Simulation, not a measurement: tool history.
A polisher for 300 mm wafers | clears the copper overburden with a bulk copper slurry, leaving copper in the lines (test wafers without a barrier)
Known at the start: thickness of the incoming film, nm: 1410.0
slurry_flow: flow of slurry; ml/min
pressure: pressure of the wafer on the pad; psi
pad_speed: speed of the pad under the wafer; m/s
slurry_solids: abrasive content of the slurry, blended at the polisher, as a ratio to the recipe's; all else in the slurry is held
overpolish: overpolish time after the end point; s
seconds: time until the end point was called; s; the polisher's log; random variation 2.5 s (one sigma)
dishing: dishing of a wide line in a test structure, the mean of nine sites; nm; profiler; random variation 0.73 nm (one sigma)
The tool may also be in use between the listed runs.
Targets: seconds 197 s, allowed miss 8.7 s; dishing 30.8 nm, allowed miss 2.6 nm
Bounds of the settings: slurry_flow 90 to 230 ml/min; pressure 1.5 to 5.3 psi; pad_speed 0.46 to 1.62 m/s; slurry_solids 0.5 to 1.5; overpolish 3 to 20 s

run,hour,slurry_flow,pressure,pad_speed,slurry_solids,overpolish,seconds,dishing
1,0,150,3.4,1.04,1,10,113.62,66.329
2,7,150,3.4,1.04,0.9,10,109.3,64.398
3,14.3,150,3.4,1.04,0.9,7,113.54,52.254
4,16.6,150,3.4,1.04,0.9,5,115.45,41.392
5,24.9,150,3.2,1.04,0.9,5,117.67,40.817
6,31.2,150,3,1.02,0.9,5,124.51,41.065
7,33.5,150,2.8,1,0.9,5,133.62,37.398
8,39.2,150,2.6,0.98,0.9,5,142.84,35.033
9,46.8,150,2.4,0.96,0.9,5,147.46,34.444
10,50.4,150,2.3,0.94,0.9,5,157.35,32.396
11,53.5,150,2.2,0.94,0.9,5,163.39,29.431
12,61.6,150,2.1,0.94,0.9,6,169.73,34.493
13,66.8,150,2,0.94,0.9,6,174.19,34.467
14,71.3,150,1.9,0.94,0.9,6,181.39,31.48
15,71.9,145,1.8,0.94,0.9,6,189,32.456
16,73.2,140,1.8,0.94,0.9,6,186.21,31.683
17,78.9,140,1.8,0.94,0.9,6,188.62,31.915

5 next moves are on the table. One of them brings every result within its allowed miss. Which?
A,84.6,175,1.8,0.82,0.9,6,?,?
B,84.6,105,2.4,0.82,0.85,6,?,?
C,84.6,185,1.6,1.04,1,6,?,?
D,84.6,150,1.6,1.08,1,6,?,?
E,84.6,160,2,0.9,0.9,6,?,?

move,seconds,dishing
A,201.36,29.577
B,178.31,32.868
C,180.93,32.055
D,180.25,32.149
E,179.57,32.489
A: meets every target
B: further off than the last run
C: further off than the last run
D: further off than the last run
E: further off than the last run
The right move is A.
